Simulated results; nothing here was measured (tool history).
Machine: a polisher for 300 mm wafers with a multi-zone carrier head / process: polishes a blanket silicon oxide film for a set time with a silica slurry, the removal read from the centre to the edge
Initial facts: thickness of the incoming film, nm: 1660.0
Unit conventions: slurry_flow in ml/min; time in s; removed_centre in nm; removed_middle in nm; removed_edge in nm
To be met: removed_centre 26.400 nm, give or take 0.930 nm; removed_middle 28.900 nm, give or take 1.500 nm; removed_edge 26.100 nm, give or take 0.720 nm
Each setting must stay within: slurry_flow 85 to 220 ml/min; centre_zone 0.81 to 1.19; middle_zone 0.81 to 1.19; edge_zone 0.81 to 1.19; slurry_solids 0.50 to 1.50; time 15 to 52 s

run,hour,slurry_flow,centre_zone,middle_zone,edge_zone,slurry_solids,time,removed_centre,removed_middle,removed_edge
1,0.0,140,1.00,1.00,1.00,1.00,33,78.673,78.466,78.680
2,4.7,125,0.94,0.96,0.94,0.85,28,54.796,55.530,56.350
3,5.5,125,0.89,0.96,0.94,0.85,28,51.130,56.667,56.306
4,12.7,115,0.89,0.97,0.90,0.75,24,38.488,42.521,41.952
5,16.7,110,0.91,1.00,0.87,0.70,23,34.726,38.001,36.126
6,21.9,105,0.92,1.01,0.85,0.65,23,31.423,34.968,32.669
7,25.8,100,0.93,1.02,0.84,0.60,23,28.236,30.693,28.535
8,28.6,95,0.94,1.03,0.84,0.60,23,28.575,31.050,28.181
9,34.9,90,0.94,1.03,0.83,0.60,23,27.524,30.960,27.753
10,43.7,90,0.94,1.03,0.83,0.60,23,28.008,30.601,27.786
11,46.9,90,0.94,1.03,0.83,0.60,23,27.979,30.306,28.150
12,48.9,95,0.95,1.05,0.81,0.50,22,19.247,21.467,18.952
13,56.7,95,0.95,1.03,0.82,0.50,22,19.512,21.174,19.196
14,61.8,95,0.97,1.06,0.88,0.50,22,19.718,21.951,19.623
15,63.3,105,0.96,1.05,0.86,0.55,22,24.753,26.324,23.730
16,70.7,115,0.94,1.05,0.86,0.55,22,24.369,27.389,24.249
17,78.3,125,0.94,1.04,0.86,0.55,22,24.886,27.760,24.507
18,82.3,130,0.94,1.03,0.86,0.55,22,25.625,28.264,24.817
19,83.8,135,0.93,1.02,0.87,0.55,22,25.599,27.097,25.194
20,84.6,150,0.93,1.07,0.89,0.60,22,29.573,34.492,29.346
21,85.4,135,0.94,1.06,0.89,0.60,22,29.031,31.945,29.340

Which of these 4 next moves meets every target?
A,86.2,125,1.04,1.05,1.07,0.70,15,?,?,?
B,86.2,110,0.90,1.08,1.01,0.75,15,?,?,?
C,86.2,100,0.99,0.98,0.93,0.60,20,?,?,?
D,86.2,160,0.94,1.04,0.91,0.60,19,?,?,?

move,removed_centre,removed_middle,removed_edge
A,26.723,26.866,26.221
B,24.216,28.928,26.972
C,26.212,26.317,25.831
D,26.239,28.790,25.864
A: brings the last run's worst result on target, with another outside its allowed miss
B: moves toward the targets from the last run without getting all of them in spec
C: brings the last run's worst result on target, with another outside its allowed miss
D: in spec on every target
Correct choice: D, which meets every target
